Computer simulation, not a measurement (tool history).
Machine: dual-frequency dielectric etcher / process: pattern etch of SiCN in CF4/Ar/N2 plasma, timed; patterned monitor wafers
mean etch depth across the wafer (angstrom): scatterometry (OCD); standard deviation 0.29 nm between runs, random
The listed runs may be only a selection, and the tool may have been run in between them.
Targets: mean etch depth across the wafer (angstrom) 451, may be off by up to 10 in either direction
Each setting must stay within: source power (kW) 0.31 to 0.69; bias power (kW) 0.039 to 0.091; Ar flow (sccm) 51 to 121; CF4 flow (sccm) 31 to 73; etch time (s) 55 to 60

run	hour	source power (kW)	bias power (kW)	Ar flow (sccm)	CF4 flow (sccm)	etch time (s)	mean etch depth across the wafer (angstrom)
1	0	0.5	0.065	86	52	60	575.9
2	4.7	0.5	0.054	86	52	60	559.52
3	8.7	0.5	0.054	86	52	60	554.15
4	9.9	0.5	0.054	86	52	60	554.04
5	17.4	0.53	0.054	86	52	60	588.33
6	26.3	0.5	0.054	86	52	60	550.08
7	33.2	0.48	0.054	86	52	60	524.12
8	41.6	0.47	0.054	86	52	60	519.87
9	42.9	0.46	0.054	86	52	60	506.15
10	49.2	0.45	0.054	86	52	60	496.46
11	57.9	0.44	0.054	86	52	60	485.15
12	61	0.39	0.053	86	52	60	420.33
13	69.8	0.4	0.053	86	52	60	428.09
14	74.6	0.43	0.053	86	52	60	463.63

Of the 5 settings listed for the next run, only one would bring every result within its allowed miss of target. Which one?
A	79.4	0.43	0.06	76	45	60	?
B	79.4	0.46	0.042	91	52	57.5	?
C	79.4	0.43	0.045	96	72	60	?
D	79.4	0.42	0.041	65	54	56.5	?
E	79.4	0.47	0.04	103	52	55	?

move	mean etch depth across the wafer (angstrom)
A	470.22
B	448.33
C	472.5
D	431.69
E	422.44
A: lands further from the targets than the last run did
B: each result inside its tolerance
C: lands further from the targets than the last run did
D: moves the result that the last run missed by most past its target, out the other side
E: moves the result that the last run missed by most past its target, out the other side
B is the move that brings every result within its allowed miss.

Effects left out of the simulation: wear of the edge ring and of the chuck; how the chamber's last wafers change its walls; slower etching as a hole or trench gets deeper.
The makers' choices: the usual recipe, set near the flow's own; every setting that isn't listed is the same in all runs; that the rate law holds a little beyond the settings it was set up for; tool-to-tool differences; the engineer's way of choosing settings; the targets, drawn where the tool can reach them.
